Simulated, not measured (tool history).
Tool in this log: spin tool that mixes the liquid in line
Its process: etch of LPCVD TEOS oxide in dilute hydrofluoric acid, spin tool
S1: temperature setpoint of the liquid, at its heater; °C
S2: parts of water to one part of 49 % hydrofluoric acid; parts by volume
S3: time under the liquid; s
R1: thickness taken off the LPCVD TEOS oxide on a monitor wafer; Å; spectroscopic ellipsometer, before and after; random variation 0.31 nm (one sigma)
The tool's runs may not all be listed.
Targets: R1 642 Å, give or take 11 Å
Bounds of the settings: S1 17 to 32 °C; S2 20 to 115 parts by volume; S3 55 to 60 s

run	hour	S1	S2	S3	R1
1	0	24	65	55	390.37
2	4.5	22.5	65	55	367.82
3	12.3	22.5	45	55	541.79
4	15.8	22.5	30	55	843.3
5	19.9	19.5	30	55	731.95
6	26.4	20.5	30	55	765.9
7	28	20	30	55	752.95
8	36.6	19.5	30	55	736.99
9	39.7	19	30	55	722.31
10	48.5	18	30	55	696.76
11	49.2	17.5	30	55	675.18
12	49.9	17	30	55	660.44
# hour 56: thermometer replaced
13	56	17.5	30	55	617.38
14	56.6	18	30	55	629.85
15	62.8	18	30	55	625.75

Which single option among these 4 for the next run brings every result within its allowed miss of target? Just one does.
A	69	19	35	60	?
B	69	18.5	35	60	?
C	69	17	30	55	?
D	69	18.5	30	55	?

move	R1
A	609.97
B	596.89
C	601.21
D	642.06
A: misses by more than the last run did
B: misses by more than the last run did
C: misses by more than the last run did
D: meets every target
D meets every target.
